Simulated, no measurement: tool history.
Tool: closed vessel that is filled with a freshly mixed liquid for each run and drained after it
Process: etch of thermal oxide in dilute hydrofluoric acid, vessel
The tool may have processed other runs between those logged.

run,hour,temperature setpoint of the liquid (K),parts of water to one part of 49 % hydrofluoric acid (parts by volume),time in the liquid (s),thickness taken off the thermal oxide on a monitor wafer (Å)
1,0,296.15,105,865,406.21
2,2.2,296.15,105,865,406.34
3,3.7,296.15,105,865,406.42
4,11.1,294.65,110,865,360.74
5,11.9,294.65,95,865,429.45
6,13.5,294.65,95,920,454.3
7,22.5,293.65,100,920,414.22
8,28.9,292.65,105,920,375.01

Run 9 is up next; what results do you expect?
9,33.4,292.15,110,920,?

Logged for run 9: thickness taken off the thermal oxide on a monitor wafer (Å) 352.13.
